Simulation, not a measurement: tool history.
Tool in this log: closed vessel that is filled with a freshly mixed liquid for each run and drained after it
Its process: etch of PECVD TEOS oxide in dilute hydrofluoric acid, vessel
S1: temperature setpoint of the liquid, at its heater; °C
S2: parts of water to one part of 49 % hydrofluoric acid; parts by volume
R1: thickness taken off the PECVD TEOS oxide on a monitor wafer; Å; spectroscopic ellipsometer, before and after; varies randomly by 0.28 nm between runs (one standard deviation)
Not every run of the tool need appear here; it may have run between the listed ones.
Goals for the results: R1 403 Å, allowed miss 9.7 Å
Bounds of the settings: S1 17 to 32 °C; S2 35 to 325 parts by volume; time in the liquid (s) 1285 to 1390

Run 1, hour 0: S1 24 °C, S2 180 parts by volume, time in the liquid (s) 1285. Result: R1 700.14 Å.
Run 2, hour 3.2: S1 22.5 °C, S2 180 parts by volume, time in the liquid (s) 1285. Result: R1 660.62 Å.
Run 3, hour 5.2: S1 22.5 °C, S2 180 parts by volume, time in the liquid (s) 1390. Result: R1 719.14 Å.
Run 4, hour 11: S1 20.5 °C, S2 180 parts by volume, time in the liquid (s) 1390. Result: R1 666.66 Å.
Run 5, hour 12: S1 24 °C, S2 180 parts by volume, time in the liquid (s) 1390. Result: R1 763.91 Å.
Run 6, hour 18.8: S1 22.5 °C, S2 195 parts by volume, time in the liquid (s) 1390. Result: R1 647.13 Å.
Run 7, hour 25: S1 21.5 °C, S2 205 parts by volume, time in the liquid (s) 1390. Result: R1 594.59 Å.
Run 8, hour 31.4: S1 17.5 °C, S2 255 parts by volume, time in the liquid (s) 1390. Result: R1 390.63 Å.

Which of these 5 next moves meets every target?
Run A, hour 37.8: S1 20 °C, S2 255 parts by volume, time in the liquid (s) 1320. Result: R1 ?.
Run B, hour 37.8: S1 18 °C, S2 260 parts by volume, time in the liquid (s) 1345. Result: R1 ?.
Run C, hour 37.8: S1 17 °C, S2 245 parts by volume, time in the liquid (s) 1330. Result: R1 ?.
Run D, hour 37.8: S1 20.5 °C, S2 260 parts by volume, time in the liquid (s) 1390. Result: R1 ?.
Run E, hour 37.8: S1 21.5 °C, S2 285 parts by volume, time in the liquid (s) 1310. Result: R1 ?.

move      R1
   A  407.02
   B  375.42
   C  384.09
   D  426.27
   E  371.38
A: each result inside its tolerance
B: further off than the last run
C: further off than the last run
D: pushes the last run's worst result past its target
E: further off than the last run
Answer: A
